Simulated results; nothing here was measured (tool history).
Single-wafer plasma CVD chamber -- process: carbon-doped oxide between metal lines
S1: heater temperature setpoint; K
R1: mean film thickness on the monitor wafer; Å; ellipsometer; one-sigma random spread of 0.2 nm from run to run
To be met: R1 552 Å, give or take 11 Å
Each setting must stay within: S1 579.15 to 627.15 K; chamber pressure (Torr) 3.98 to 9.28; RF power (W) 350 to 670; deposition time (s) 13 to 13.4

{"run": 1, "day": 0.0, "S1": 603.15, "chamber pressure (Torr)": 6.63, "RF power (W)": 510, "deposition time (s)": 13, "R1": 768}
{"run": 2, "day": 0.129, "S1": 603.15, "chamber pressure (Torr)": 5.71, "RF power (W)": 510, "deposition time (s)": 13, "R1": 752.25}
{"run": 3, "day": 0.321, "S1": 606.15, "chamber pressure (Torr)": 5.5, "RF power (W)": 490, "deposition time (s)": 13, "R1": 716.74}
{"run": 4, "day": 0.367, "S1": 606.15, "chamber pressure (Torr)": 4.69, "RF power (W)": 490, "deposition time (s)": 13, "R1": 704.37}
{"run": 5, "day": 0.629, "S1": 601.15, "chamber pressure (Torr)": 4.69, "RF power (W)": 490, "deposition time (s)": 13, "R1": 714.91}
{"run": 6, "day": 0.929, "S1": 601.15, "chamber pressure (Torr)": 4.69, "RF power (W)": 490, "deposition time (s)": 13, "R1": 722.54}
{"run": 7, "day": 1.125, "S1": 604.15, "chamber pressure (Torr)": 4.6, "RF power (W)": 475, "deposition time (s)": 13, "R1": 690.55}
{"run": 8, "day": 1.208, "S1": 606.15, "chamber pressure (Torr)": 4.52, "RF power (W)": 465, "deposition time (s)": 13, "R1": 672.63}
{"run": 9, "day": 1.571, "S1": 608.15, "chamber pressure (Torr)": 4.45, "RF power (W)": 455, "deposition time (s)": 13, "R1": 658.67}
{"run": 10, "day": 1.904, "S1": 610.15, "chamber pressure (Torr)": 4.39, "RF power (W)": 445, "deposition time (s)": 13, "R1": 633.76}
{"run": 11, "day": 2.012, "S1": 612.15, "chamber pressure (Torr)": 4.34, "RF power (W)": 440, "deposition time (s)": 13, "R1": 619.92}
{"run": 12, "day": 2.067, "S1": 614.15, "chamber pressure (Torr)": 4.29, "RF power (W)": 435, "deposition time (s)": 13, "R1": 613.08}
{"run": 13, "day": 2.175, "S1": 623.15, "chamber pressure (Torr)": 3.98, "RF power (W)": 360, "deposition time (s)": 13, "R1": 498.24}
{"run": 14, "day": 2.504, "S1": 621.15, "chamber pressure (Torr)": 4.04, "RF power (W)": 360, "deposition time (s)": 13, "R1": 498.52}

Pick the move, out of 4, that brings all results within their allowed miss; only one does.
{"run": "A", "day": 2.833, "S1": 620.15, "chamber pressure (Torr)": 4.07, "RF power (W)": 405, "deposition time (s)": 13.4, "R1": "?"}
{"run": "B", "day": 2.833, "S1": 614.15, "chamber pressure (Torr)": 4.02, "RF power (W)": 375, "deposition time (s)": 13.4, "R1": "?"}
{"run": "C", "day": 2.833, "S1": 627.15, "chamber pressure (Torr)": 3.98, "RF power (W)": 350, "deposition time (s)": 13, "R1": "?"}
{"run": "D", "day": 2.833, "S1": 616.15, "chamber pressure (Torr)": 4.07, "RF power (W)": 415, "deposition time (s)": 13.4, "R1": "?"}

move=A R1=577.98
move=B R1=546.65
move=C R1=477.19
move=D R1=598.07
A: takes the result that was furthest off past its target
B: all results in spec
C: misses by more than the last run did
D: takes the result that was furthest off past its target
Move B is the one to make.

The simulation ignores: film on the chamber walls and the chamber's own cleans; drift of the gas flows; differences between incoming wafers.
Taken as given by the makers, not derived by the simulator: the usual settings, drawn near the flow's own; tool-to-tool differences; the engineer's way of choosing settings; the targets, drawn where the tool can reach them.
